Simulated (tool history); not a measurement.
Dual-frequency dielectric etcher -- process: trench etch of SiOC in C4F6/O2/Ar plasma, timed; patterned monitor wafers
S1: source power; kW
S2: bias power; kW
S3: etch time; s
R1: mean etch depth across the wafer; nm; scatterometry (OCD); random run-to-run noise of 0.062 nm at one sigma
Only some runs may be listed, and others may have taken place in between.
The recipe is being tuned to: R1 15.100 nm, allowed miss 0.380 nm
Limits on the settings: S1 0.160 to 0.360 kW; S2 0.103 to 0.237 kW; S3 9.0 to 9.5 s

Run 1, hour 0.0: S1 0.260 kW, S2 0.170 kW, S3 9.5 s. Result: R1 16.803 nm.
Run 2, hour 8.1: S1 0.260 kW, S2 0.157 kW, S3 9.5 s. Result: R1 16.193 nm.
Run 3, hour 16.7: S1 0.250 kW, S2 0.155 kW, S3 9.5 s. Result: R1 15.891 nm.
Run 4, hour 19.1: S1 0.250 kW, S2 0.178 kW, S3 9.5 s. Result: R1 16.808 nm.
Run 5, hour 21.4: S1 0.250 kW, S2 0.178 kW, S3 9.5 s. Result: R1 16.857 nm.
Run 6, hour 26.3: S1 0.250 kW, S2 0.205 kW, S3 9.5 s. Result: R1 17.930 nm.
Run 7, hour 34.1: S1 0.200 kW, S2 0.172 kW, S3 9.0 s. Result: R1 14.454 nm.
Run 8, hour 38.4: S1 0.200 kW, S2 0.173 kW, S3 9.0 s. Result: R1 14.321 nm.
Run 9, hour 44.3: S1 0.200 kW, S2 0.174 kW, S3 9.0 s. Result: R1 14.301 nm.
Run 10, hour 49.1: S1 0.230 kW, S2 0.182 kW, S3 9.0 s. Result: R1 15.611 nm.

Which single option among these 5 for the next run brings every result within its allowed miss of target? Just one does.
Run A, hour 53.9: S1 0.230 kW, S2 0.175 kW, S3 9.5 s. Result: R1 ?.
Run B, hour 53.9: S1 0.220 kW, S2 0.179 kW, S3 9.5 s. Result: R1 ?.
Run C, hour 53.9: S1 0.220 kW, S2 0.173 kW, S3 9.5 s. Result: R1 ?.
Run D, hour 53.9: S1 0.220 kW, S2 0.176 kW, S3 9.0 s. Result: R1 ?.
Run E, hour 53.9: S1 0.230 kW, S2 0.174 kW, S3 9.5 s. Result: R1 ?.

move      R1
   A  15.978
   B  15.844
   C  15.618
   D  14.904
   E  15.940
A: misses by more than the last run did
B: misses by more than the last run did
C: just as far off the targets as the last run
D: every result within its allowed miss
E: misses by more than the last run did
Go with D: it meets all targets.

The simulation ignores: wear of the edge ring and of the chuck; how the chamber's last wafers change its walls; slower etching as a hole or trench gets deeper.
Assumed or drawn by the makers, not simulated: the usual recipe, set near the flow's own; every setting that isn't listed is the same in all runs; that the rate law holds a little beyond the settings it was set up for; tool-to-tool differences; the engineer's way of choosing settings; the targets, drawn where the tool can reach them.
